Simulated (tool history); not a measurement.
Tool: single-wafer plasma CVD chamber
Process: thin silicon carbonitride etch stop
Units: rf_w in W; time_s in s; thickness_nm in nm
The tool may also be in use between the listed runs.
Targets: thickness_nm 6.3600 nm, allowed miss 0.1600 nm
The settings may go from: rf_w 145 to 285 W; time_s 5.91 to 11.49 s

run	day	rf_w	time_s	thickness_nm
1	0.000	215	8.70	4.6695
2	0.217	215	7.77	4.1956
3	0.450	215	6.91	3.7175
4	0.812	200	6.91	3.6467
5	0.892	205	7.35	3.8943
6	0.967	210	7.74	4.1395
7	1.250	245	9.13	5.1294
8	1.475	250	9.31	5.2732
9	1.746	250	9.47	5.3274
10	2.117	250	9.62	5.4374
# day 2.371: RF generator calibrated
11	2.371	250	9.75	5.6454
12	2.425	250	9.84	5.6659
13	2.550	250	9.93	5.7628
14	2.792	250	10.01	5.7517
15	2.933	250	10.09	5.8593
16	3.171	250	10.16	5.8713
17	3.250	250	10.22	5.9210
18	3.308	250	10.22	5.8969
19	3.600	250	10.27	5.9271
20	3.662	250	10.31	5.9390
21	3.800	250	10.35	5.9840
22	4.025	250	10.38	5.9485
23	4.304	255	10.40	6.0245
24	4.558	255	10.44	6.0639

5 next moves are on the table. One of them brings every result within its allowed miss. Which?
A	4.812	260	10.99	?
B	4.812	265	10.20	?
C	4.812	265	9.87	?
D	4.812	275	9.51	?
E	4.812	275	9.43	?

move	thickness_nm
A	6.4172
B	5.9912
C	5.7973
D	5.6503
E	5.6028
A: meets every target
B: further off than the last run
C: further off than the last run
D: further off than the last run
E: further off than the last run
Move A is the one to make.
